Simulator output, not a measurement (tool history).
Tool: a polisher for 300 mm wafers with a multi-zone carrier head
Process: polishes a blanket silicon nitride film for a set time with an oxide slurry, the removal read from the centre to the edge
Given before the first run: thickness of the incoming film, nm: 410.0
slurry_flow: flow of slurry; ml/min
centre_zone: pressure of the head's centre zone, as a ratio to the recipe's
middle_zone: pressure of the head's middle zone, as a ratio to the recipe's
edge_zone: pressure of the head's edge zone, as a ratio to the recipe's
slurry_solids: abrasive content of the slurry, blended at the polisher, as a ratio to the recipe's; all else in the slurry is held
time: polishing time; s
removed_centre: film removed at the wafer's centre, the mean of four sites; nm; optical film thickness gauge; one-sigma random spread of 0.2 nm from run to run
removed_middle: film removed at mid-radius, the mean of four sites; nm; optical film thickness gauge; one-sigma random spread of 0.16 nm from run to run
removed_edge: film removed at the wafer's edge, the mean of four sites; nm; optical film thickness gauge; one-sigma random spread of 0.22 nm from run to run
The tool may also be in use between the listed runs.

run 1 day=0 | slurry_flow=210 centre_zone=1 middle_zone=1 edge_zone=1 slurry_solids=1 time=38 | removed_centre=24.352 removed_middle=23.939 removed_edge=24.501
run 2 day=0.242 | slurry_flow=205 centre_zone=1 middle_zone=0.98 edge_zone=0.97 slurry_solids=0.95 time=38 | removed_centre=23.368 removed_middle=23.11 removed_edge=23.397
run 3 day=0.462 | slurry_flow=205 centre_zone=0.95 middle_zone=0.98 edge_zone=0.97 slurry_solids=0.95 time=38 | removed_centre=22.175 removed_middle=23.243 removed_edge=23.738
run 4 day=0.658 | slurry_flow=205 centre_zone=1.02 middle_zone=0.98 edge_zone=0.97 slurry_solids=0.95 time=38 | removed_centre=24.312 removed_middle=23.156 removed_edge=23.475
run 5 day=0.8 | slurry_flow=200 centre_zone=1.02 middle_zone=0.96 edge_zone=0.95 slurry_solids=0.9 time=38 | removed_centre=22.81 removed_middle=22.086 removed_edge=22.406
run 6 day=1.125 | slurry_flow=195 centre_zone=1.03 middle_zone=0.94 edge_zone=0.93 slurry_solids=0.9 time=38 | removed_centre=23.038 removed_middle=21.75 removed_edge=21.979
run 7 day=1.496 | slurry_flow=190 centre_zone=1.03 middle_zone=0.92 edge_zone=0.92 slurry_solids=0.9 time=38 | removed_centre=23.084 removed_middle=21.345 removed_edge=22.027

Run 8 is up next; what results do you expect?
run 8 day=1.838 | slurry_flow=185 centre_zone=1.03 middle_zone=0.91 edge_zone=0.9 slurry_solids=0.9 time=38 | removed_centre=? removed_middle=? removed_edge=?

{"run 8": {"removed_centre": 22.634, "removed_middle": 20.591, "removed_edge": 21.428}}
